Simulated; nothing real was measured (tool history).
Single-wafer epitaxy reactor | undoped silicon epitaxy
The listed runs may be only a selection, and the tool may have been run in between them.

| run | day | wafer temperature setpoint (pyrometer-controlled) (K) | deposition time (s) | mean film thickness on the monitor wafer (Å) |
|---|---|---|---|---|
| 1 | 0 | 918.15 | 281 | 435.88 |
| 2 | 0.233 | 918.15 | 265 | 415.46 |
| 3 | 0.533 | 918.15 | 303 | 472.61 |
| 4 | 0.733 | 924.15 | 304 | 537.31 |
| 5 | 0.958 | 928.15 | 305 | 585.21 |
| 6 | 1.292 | 931.15 | 306 | 620.97 |
| 7 | 1.45 | 933.15 | 306 | 644.26 |
| 8 | 1.8 | 935.15 | 306 | 673.42 |

The next listed run, before its measurement:
| 9 | 2.004 | 936.15 | 306 | ? |

Logged for run 9: mean film thickness on the monitor wafer (Å) 687.94.

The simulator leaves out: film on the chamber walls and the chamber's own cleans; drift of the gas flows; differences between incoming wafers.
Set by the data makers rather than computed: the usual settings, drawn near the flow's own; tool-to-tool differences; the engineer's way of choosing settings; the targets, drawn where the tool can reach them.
